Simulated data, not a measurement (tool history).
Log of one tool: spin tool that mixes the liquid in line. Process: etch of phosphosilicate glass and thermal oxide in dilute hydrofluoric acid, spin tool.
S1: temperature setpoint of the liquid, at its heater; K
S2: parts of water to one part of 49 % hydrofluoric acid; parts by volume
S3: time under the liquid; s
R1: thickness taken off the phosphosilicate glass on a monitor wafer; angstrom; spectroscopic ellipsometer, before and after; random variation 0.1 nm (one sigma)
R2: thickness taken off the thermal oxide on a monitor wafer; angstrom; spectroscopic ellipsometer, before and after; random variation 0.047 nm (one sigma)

run 1 hour=0.0 | S1=298.15 S2=295 S3=30 | R1=108.09 R2=4.1856
run 2 hour=6.4 | S1=298.15 S2=295 S3=40 | R1=143.03 R2=5.9381
run 3 hour=13.9 | S1=298.15 S2=295 S3=30 | R1=108.50 R2=4.1274
run 4 hour=15.2 | S1=299.15 S2=275 S3=30 | R1=122.46 R2=4.3163
run 5 hour=19.0 | S1=299.15 S2=255 S3=30 | R1=133.80 R2=5.6490
run 6 hour=21.8 | S1=299.15 S2=205 S3=30 | R1=176.62 R2=6.7379
run 7 hour=22.6 | S1=300.15 S2=205 S3=30 | R1=182.65 R2=7.6655
run 8 hour=26.6 | S1=300.65 S2=205 S3=30 | R1=186.12 R2=6.6692

Run 9 comes next. What will it give?
run 9 hour=31.6 | S1=300.65 S2=200 S3=30 | R1=? R2=?

R1: 191.90 angstrom
R2: 6.8905 angstrom

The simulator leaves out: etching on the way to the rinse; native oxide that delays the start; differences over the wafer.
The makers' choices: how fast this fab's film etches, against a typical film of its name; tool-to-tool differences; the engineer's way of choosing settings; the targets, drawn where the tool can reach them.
